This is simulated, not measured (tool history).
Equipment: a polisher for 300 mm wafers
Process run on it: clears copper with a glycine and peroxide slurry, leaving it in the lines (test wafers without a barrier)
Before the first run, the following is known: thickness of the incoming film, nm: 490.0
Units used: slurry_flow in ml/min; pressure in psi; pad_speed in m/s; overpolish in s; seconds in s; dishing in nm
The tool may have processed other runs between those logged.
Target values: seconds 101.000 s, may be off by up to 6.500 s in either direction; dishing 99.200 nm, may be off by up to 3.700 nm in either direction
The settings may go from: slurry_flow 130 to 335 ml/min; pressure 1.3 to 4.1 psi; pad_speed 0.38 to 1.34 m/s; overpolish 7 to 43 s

{"run": 1, "hour": 0.0, "slurry_flow": 215, "pressure": 2.7, "pad_speed": 0.86, "overpolish": 22, "seconds": 107.88, "dishing": 66.12}
{"run": 2, "hour": 4.5, "slurry_flow": 210, "pressure": 2.8, "pad_speed": 0.86, "overpolish": 24, "seconds": 109.74, "dishing": 71.023}
{"run": 3, "hour": 6.9, "slurry_flow": 205, "pressure": 2.9, "pad_speed": 0.86, "overpolish": 25, "seconds": 102.81, "dishing": 75.227}
{"run": 4, "hour": 12.0, "slurry_flow": 230, "pressure": 2.9, "pad_speed": 0.86, "overpolish": 25, "seconds": 101.08, "dishing": 77.243}
{"run": 5, "hour": 20.3, "slurry_flow": 255, "pressure": 2.9, "pad_speed": 0.86, "overpolish": 25, "seconds": 101.72, "dishing": 77.808}
{"hour": 27.6, "done": "worn pad replaced by a new one"}
{"run": 6, "hour": 27.6, "slurry_flow": 255, "pressure": 3.3, "pad_speed": 0.86, "overpolish": 25, "seconds": 83.997, "dishing": 90.486}
{"run": 7, "hour": 29.6, "slurry_flow": 250, "pressure": 3.2, "pad_speed": 0.86, "overpolish": 27, "seconds": 83.734, "dishing": 93.932}
{"run": 8, "hour": 33.6, "slurry_flow": 245, "pressure": 3.1, "pad_speed": 0.86, "overpolish": 29, "seconds": 88.193, "dishing": 96.479}
{"run": 9, "hour": 37.2, "slurry_flow": 245, "pressure": 3.1, "pad_speed": 0.86, "overpolish": 29, "seconds": 85.624, "dishing": 99.71}
{"run": 10, "hour": 39.2, "slurry_flow": 230, "pressure": 2.5, "pad_speed": 0.84, "overpolish": 33, "seconds": 110.83, "dishing": 91.626}

4 candidate next runs follow, results not yet known. Just one meets every target within its allowed miss. Identify it.
{"run": "A", "hour": 41.2, "slurry_flow": 255, "pressure": 2.7, "pad_speed": 0.8, "overpolish": 38, "seconds": "?", "dishing": "?"}
{"run": "B", "hour": 41.2, "slurry_flow": 280, "pressure": 3.3, "pad_speed": 0.86, "overpolish": 31, "seconds": "?", "dishing": "?"}
{"run": "C", "hour": 41.2, "slurry_flow": 230, "pressure": 2.5, "pad_speed": 0.92, "overpolish": 30, "seconds": "?", "dishing": "?"}
{"run": "D", "hour": 41.2, "slurry_flow": 205, "pressure": 2.5, "pad_speed": 0.9, "overpolish": 35, "seconds": "?", "dishing": "?"}

move=A seconds=106.050 dishing=104.390
move=B seconds=84.431 dishing=107.480
move=C seconds=102.540 dishing=88.640
move=D seconds=105.890 dishing=97.252
A: the result that was furthest off in the last run now lies on the other side of its target
B: the result that was furthest off in the last run now lies on the other side of its target
C: further off than the last run
D: meets every target
Correct choice: D, which meets every target

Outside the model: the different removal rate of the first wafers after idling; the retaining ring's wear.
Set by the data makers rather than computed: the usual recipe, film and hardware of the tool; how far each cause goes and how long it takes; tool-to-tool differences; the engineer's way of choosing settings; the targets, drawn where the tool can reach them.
